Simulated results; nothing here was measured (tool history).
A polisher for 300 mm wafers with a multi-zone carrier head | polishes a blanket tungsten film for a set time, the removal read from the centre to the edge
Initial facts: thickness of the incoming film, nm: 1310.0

| run | hour | flow of slurry (ml/min) | pressure of the head's centre zone | pressure of the head's middle zone | pressure of the head's edge zone | abrasive content of the slurry | polishing time (s) | film removed at the wafer's centre (Å) | film removed at mid-radius (Å) | film removed at the wafer's edge (Å) |
|---|---|---|---|---|---|---|---|---|---|---|
| 1 | 0 | 320 | 1 | 1 | 1 | 1 | 64 | 3527 | 3607.3 | 3559.4 |
| 2 | 8.4 | 320 | 0.99 | 0.99 | 1.04 | 1.1 | 65 | 3620.4 | 3698.6 | 3742.1 |
| 3 | 10.2 | 320 | 0.99 | 0.99 | 1.04 | 1.1 | 80 | 4532 | 4510.8 | 4618.3 |
| 4 | 13.7 | 320 | 0.99 | 1.07 | 1.04 | 1.1 | 80 | 4463.9 | 4827.7 | 4473.3 |
| 5 | 17.6 | 395 | 0.99 | 1.07 | 1.04 | 1.1 | 80 | 4603.8 | 4887 | 4672.2 |
| 6 | 18.4 | 395 | 0.99 | 1.14 | 1.04 | 1.1 | 80 | 4600.8 | 5219.6 | 4660.8 |
| 7 | 25.4 | 390 | 0.96 | 1.09 | 1.05 | 1.05 | 80 | 4445.4 | 4940.7 | 4687.6 |

Run 8 has not been measured yet. What should we expect?
| 8 | 29.4 | 380 | 0.94 | 1.05 | 1.05 | 1 | 80 | ? | ? | ? |

{"run 8": {"film removed at the wafer's centre (Å)": 4243.4, "film removed at mid-radius (Å)": 4697.4, "film removed at the wafer's edge (Å)": 4570.2}}

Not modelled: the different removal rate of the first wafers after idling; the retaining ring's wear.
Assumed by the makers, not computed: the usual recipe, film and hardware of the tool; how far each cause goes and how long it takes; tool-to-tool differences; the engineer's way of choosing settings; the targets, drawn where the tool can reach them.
